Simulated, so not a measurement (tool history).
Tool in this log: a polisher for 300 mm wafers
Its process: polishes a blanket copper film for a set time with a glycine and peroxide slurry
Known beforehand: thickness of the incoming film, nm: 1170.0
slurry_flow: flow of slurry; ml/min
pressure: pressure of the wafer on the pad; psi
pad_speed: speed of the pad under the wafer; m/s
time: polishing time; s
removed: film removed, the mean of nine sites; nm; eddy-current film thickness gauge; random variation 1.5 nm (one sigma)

run	hour	slurry_flow	pressure	pad_speed	time	removed
1	0	120	2.2	1.1	57	314.99
2	1.7	110	2	1.1	57	291.55
3	10.3	110	2	1.1	52	269.46
4	16.8	105	1.9	1.1	52	258.9
5	20.9	100	1.8	1.1	52	248.29
6	28.4	100	2.2	1.1	52	278.04

Estimate the outcome of run 7 from the log above:
7	35.2	95	2.1	1.1	52	?

{"run 7": {"removed": 268.92}}
